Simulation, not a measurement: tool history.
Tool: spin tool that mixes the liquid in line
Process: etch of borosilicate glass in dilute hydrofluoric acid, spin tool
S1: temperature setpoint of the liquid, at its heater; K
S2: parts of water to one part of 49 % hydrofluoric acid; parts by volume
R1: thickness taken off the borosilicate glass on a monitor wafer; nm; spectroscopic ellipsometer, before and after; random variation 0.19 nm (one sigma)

run 1 hour=0.0 | S1=299.15 S2=145 time_under_the_liquid_(s)=40 | R1=11.063
run 2 hour=1.2 | S1=301.65 S2=125 time_under_the_liquid_(s)=40 | R1=14.599
run 3 hour=3.1 | S1=303.15 S2=115 time_under_the_liquid_(s)=40 | R1=17.089
run 4 hour=4.5 | S1=303.15 S2=95 time_under_the_liquid_(s)=40 | R1=21.254
run 5 hour=10.2 | S1=303.15 S2=95 time_under_the_liquid_(s)=30 | R1=15.782
run 6 hour=10.9 | S1=303.15 S2=95 time_under_the_liquid_(s)=30 | R1=15.831
run 7 hour=15.9 | S1=307.15 S2=55 time_under_the_liquid_(s)=30 | R1=33.928

Forecast run 8:
run 8 hour=18.6 | S1=305.65 S2=55 time_under_the_liquid_(s)=30 | R1=?

R1: 31.827 nm
